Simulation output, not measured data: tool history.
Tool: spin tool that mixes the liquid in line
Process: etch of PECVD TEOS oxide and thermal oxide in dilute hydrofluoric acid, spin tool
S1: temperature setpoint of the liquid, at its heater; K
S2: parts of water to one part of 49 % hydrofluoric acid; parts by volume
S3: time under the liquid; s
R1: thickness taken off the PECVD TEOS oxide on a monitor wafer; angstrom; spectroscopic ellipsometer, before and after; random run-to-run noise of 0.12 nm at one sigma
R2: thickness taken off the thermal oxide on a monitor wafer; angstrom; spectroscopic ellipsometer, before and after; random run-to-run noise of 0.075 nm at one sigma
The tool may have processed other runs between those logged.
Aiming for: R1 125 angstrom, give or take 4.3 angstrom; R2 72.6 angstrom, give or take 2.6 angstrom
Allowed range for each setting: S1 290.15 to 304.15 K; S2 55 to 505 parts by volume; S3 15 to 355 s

run  hour      S1   S2   S3      R1      R2
  1     0  296.15  280  180  41.703  24.671
  2   2.1  297.65  250  180  51.829  29.784
  3   3.1  297.65  250  120  34.552   19.52
  4   6.2  300.65  250  120  38.786  21.715
  5   9.2  300.65  250  200  63.833  37.107
  6  13.8  300.65  200  200  85.147  48.955
  7  18.8  301.15  190  200  90.916  52.908
  8  22.6  301.65  180  200  99.034  57.117
  9  30.4  302.15  175  200  104.57  60.188
 10  31.1  302.65  170  200  110.66  64.132
 11  32.5  303.65  165  200  117.41  68.046

Exactly one of the 5 candidate moves below puts every result within its allowed miss. Which one?
  A  33.9  304.15  130  170   ?   ?
  B  33.9  298.65  135  220   ?   ?
  C  33.9  304.15  190  265   ?   ?
  D  33.9  303.15  180  240   ?   ?
  E  33.9  302.15  135  190   ?   ?

move      R1      R2
   A   136.3  78.399
   B   137.6  79.147
   C  134.28   77.24
   D  125.56  72.223
   E  135.46  77.916
A: pushes the last run's worst result past its target
B: pushes the last run's worst result past its target
C: pushes the last run's worst result past its target
D: in spec on every target
E: pushes the last run's worst result past its target
Correct choice: D, which meets every target
